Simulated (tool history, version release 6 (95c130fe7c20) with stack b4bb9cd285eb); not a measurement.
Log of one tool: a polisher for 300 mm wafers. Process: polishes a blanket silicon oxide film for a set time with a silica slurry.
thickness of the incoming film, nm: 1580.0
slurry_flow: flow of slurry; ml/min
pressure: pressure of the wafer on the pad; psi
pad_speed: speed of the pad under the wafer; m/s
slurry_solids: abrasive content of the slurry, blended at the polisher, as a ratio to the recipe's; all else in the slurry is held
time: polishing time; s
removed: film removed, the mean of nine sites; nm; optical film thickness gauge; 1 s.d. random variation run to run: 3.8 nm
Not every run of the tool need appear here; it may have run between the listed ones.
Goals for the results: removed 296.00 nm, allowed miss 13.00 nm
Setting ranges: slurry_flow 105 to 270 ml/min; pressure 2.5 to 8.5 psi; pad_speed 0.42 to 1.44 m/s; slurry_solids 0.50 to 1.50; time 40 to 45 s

run,day,slurry_flow,pressure,pad_speed,slurry_solids,time,removed
1,0.000,175,5.5,0.92,1.00,45,179.22
2,0.038,175,6.0,0.92,1.00,45,198.78
3,0.404,175,6.0,0.92,1.00,45,195.96
4,0.729,175,6.0,0.92,1.00,40,172.45
5,0.754,175,6.0,0.92,0.95,40,170.64
6,1.088,175,7.3,0.92,0.95,40,206.68
7,1.388,175,7.3,0.92,0.95,40,206.99
8,1.621,175,7.6,0.96,0.95,40,221.97
9,1.921,175,7.8,1.00,0.95,40,230.67
10,2.196,175,8.0,1.04,0.95,40,254.57
11,2.367,175,8.1,1.06,0.95,40,254.26
12,2.517,175,8.2,1.08,0.95,40,257.58
13,2.662,175,8.3,1.10,0.95,40,268.03
14,2.971,175,8.3,1.12,0.95,40,270.25

5 next moves are on the table. One of them brings every result within its allowed miss. Which?
A,3.279,215,8.2,1.30,0.95,45,?
B,3.279,150,8.5,1.14,1.10,40,?
C,3.279,165,8.5,1.14,1.00,45,?
D,3.279,145,8.5,1.38,0.90,43,?
E,3.279,185,7.8,1.20,1.10,45,?

move,removed
A,348.73
B,295.89
C,324.05
D,328.98
E,329.01
A: carries the result that was furthest off beyond its target, to the other side
B: every result within its allowed miss
C: carries the result that was furthest off beyond its target, to the other side
D: carries the result that was furthest off beyond its target, to the other side
E: carries the result that was furthest off beyond its target, to the other side
Go with B: it meets all targets.

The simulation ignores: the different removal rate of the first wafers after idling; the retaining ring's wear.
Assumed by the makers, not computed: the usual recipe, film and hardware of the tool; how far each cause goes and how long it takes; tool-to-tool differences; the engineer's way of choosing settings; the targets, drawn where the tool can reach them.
